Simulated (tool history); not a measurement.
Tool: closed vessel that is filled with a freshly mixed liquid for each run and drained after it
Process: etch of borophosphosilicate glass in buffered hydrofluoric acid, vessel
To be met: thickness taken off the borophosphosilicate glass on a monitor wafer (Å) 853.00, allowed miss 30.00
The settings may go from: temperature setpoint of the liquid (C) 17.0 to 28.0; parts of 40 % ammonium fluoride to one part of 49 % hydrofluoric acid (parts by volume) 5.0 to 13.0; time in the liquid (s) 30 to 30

run,hour,temperature setpoint of the liquid (C),parts of 40 % ammonium fluoride to one part of 49 % hydrofluoric acid (parts by volume),time in the liquid (s),thickness taken off the borophosphosilicate glass on a monitor wafer (Å)
1,0.0,20.0,8.0,30,599.04
2,3.0,20.0,6.5,30,736.87
3,5.3,17.5,6.5,30,636.75
4,12.7,18.0,6.5,30,653.45
5,14.9,18.5,6.5,30,667.16
6,18.2,18.5,8.5,30,513.96
7,26.3,19.5,8.5,30,531.47
8,31.7,20.5,8.5,30,570.59
9,36.9,21.0,8.5,30,595.77
10,40.9,21.5,8.5,30,609.93
11,44.1,22.0,8.5,30,621.74
12,52.8,22.5,8.5,30,631.42
13,59.1,22.5,8.5,30,635.31
14,61.0,26.5,8.5,30,792.25

Which of these 4 next moves meets every target?
A,62.9,22.5,6.0,30,?
B,62.9,28.0,8.5,30,?
C,62.9,26.5,7.5,30,?
D,62.9,27.5,9.5,30,?

move,thickness taken off the borophosphosilicate glass on a monitor wafer (Å)
A,914.23
B,865.03
C,916.39
D,764.76
A: takes the result that was furthest off past its target
B: meets every target
C: takes the result that was furthest off past its target
D: further off than the last run
Answer: B
